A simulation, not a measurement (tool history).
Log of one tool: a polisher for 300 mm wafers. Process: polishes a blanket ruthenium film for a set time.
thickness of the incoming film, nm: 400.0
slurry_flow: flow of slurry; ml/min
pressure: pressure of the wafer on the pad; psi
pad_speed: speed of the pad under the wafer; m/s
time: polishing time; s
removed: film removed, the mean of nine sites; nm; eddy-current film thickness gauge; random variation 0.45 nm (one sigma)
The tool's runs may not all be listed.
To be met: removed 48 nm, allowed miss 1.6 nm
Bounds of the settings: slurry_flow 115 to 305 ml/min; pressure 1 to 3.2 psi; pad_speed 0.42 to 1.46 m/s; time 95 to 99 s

{"run": 1, "hour": 0.0, "slurry_flow": 195, "pressure": 2.1, "pad_speed": 0.94, "time": 95, "removed": 103.07}
{"run": 2, "hour": 2.2, "slurry_flow": 195, "pressure": 2.1, "pad_speed": 0.94, "time": 99, "removed": 106.63}
{"run": 3, "hour": 8.8, "slurry_flow": 195, "pressure": 2, "pad_speed": 0.92, "time": 99, "removed": 98.832}
{"run": 4, "hour": 10.6, "slurry_flow": 195, "pressure": 1.9, "pad_speed": 0.9, "time": 99, "removed": 92.392}
{"run": 5, "hour": 14.3, "slurry_flow": 195, "pressure": 1.8, "pad_speed": 0.88, "time": 99, "removed": 85.331}
{"hour": 16.5, "done": "head pressure recalibrated"}
{"run": 6, "hour": 16.5, "slurry_flow": 195, "pressure": 1.7, "pad_speed": 0.86, "time": 99, "removed": 85.924}
{"run": 7, "hour": 17.6, "slurry_flow": 195, "pressure": 1.6, "pad_speed": 0.82, "time": 99, "removed": 76.133}
{"run": 8, "hour": 20.7, "slurry_flow": 195, "pressure": 1.5, "pad_speed": 0.8, "time": 99, "removed": 69.731}
{"run": 9, "hour": 23.9, "slurry_flow": 195, "pressure": 1.4, "pad_speed": 0.78, "time": 99, "removed": 64.408}
{"run": 10, "hour": 27.3, "slurry_flow": 190, "pressure": 1.2, "pad_speed": 0.74, "time": 99, "removed": 53.399}
{"run": 11, "hour": 33.1, "slurry_flow": 190, "pressure": 1.2, "pad_speed": 0.74, "time": 99, "removed": 51.912}
{"run": 12, "hour": 34.2, "slurry_flow": 185, "pressure": 1.2, "pad_speed": 0.74, "time": 99, "removed": 52.935}
{"run": 13, "hour": 38.7, "slurry_flow": 185, "pressure": 1.2, "pad_speed": 0.74, "time": 99, "removed": 53.127}
{"run": 14, "hour": 41.0, "slurry_flow": 180, "pressure": 1.2, "pad_speed": 0.74, "time": 99, "removed": 51.802}
{"run": 15, "hour": 43.2, "slurry_flow": 165, "pressure": 1.2, "pad_speed": 0.74, "time": 99, "removed": 51.517}
{"run": 16, "hour": 51.8, "slurry_flow": 165, "pressure": 1, "pad_speed": 0.74, "time": 99, "removed": 43.011}
{"run": 17, "hour": 57.2, "slurry_flow": 185, "pressure": 1.2, "pad_speed": 0.74, "time": 99, "removed": 52.498}
{"run": 18, "hour": 59.3, "slurry_flow": 180, "pressure": 1.2, "pad_speed": 0.74, "time": 99, "removed": 51.609}

Which of these 4 next moves meets every target?
{"run": "A", "hour": 61.4, "slurry_flow": 215, "pressure": 1.5, "pad_speed": 0.64, "time": 97, "removed": "?"}
{"run": "B", "hour": 61.4, "slurry_flow": 180, "pressure": 1.3, "pad_speed": 0.66, "time": 95, "removed": "?"}
{"run": "C", "hour": 61.4, "slurry_flow": 115, "pressure": 1.3, "pad_speed": 0.76, "time": 95, "removed": "?"}
{"run": "D", "hour": 61.4, "slurry_flow": 150, "pressure": 1.9, "pad_speed": 0.5, "time": 96, "removed": "?"}

move=A removed=56.737
move=B removed=48.623
move=C removed=50.582
move=D removed=52.543
A: further off than the last run
B: meets every target
C: nearer than the last run, and not there yet
D: further off than the last run
Answer: B
